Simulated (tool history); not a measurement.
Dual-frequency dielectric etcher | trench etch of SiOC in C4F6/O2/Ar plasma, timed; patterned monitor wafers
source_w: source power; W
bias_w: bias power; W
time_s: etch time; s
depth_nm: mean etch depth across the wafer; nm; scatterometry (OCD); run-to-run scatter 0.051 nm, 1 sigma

run 1 hour=0 | source_w=310 bias_w=208 time_s=14.5 | depth_nm=28.941
run 2 hour=1.2 | source_w=310 bias_w=208 time_s=15 | depth_nm=30.083
run 3 hour=7.7 | source_w=310 bias_w=238 time_s=15 | depth_nm=31.411
run 4 hour=9.1 | source_w=280 bias_w=212 time_s=15 | depth_nm=29.185
run 5 hour=17.2 | source_w=260 bias_w=192 time_s=15 | depth_nm=27.41
run 6 hour=18.6 | source_w=240 bias_w=180 time_s=15 | depth_nm=26.027
run 7 hour=20.2 | source_w=230 bias_w=173 time_s=15 | depth_nm=25.308
run 8 hour=22.3 | source_w=220 bias_w=168 time_s=15 | depth_nm=24.787
run 9 hour=25.4 | source_w=180 bias_w=143 time_s=15 | depth_nm=21.761

Run 10 has not been measured yet. What should we expect?
run 10 hour=30.1 | source_w=190 bias_w=143 time_s=15 | depth_nm=?

{"run 10": {"depth_nm": 22.251}}
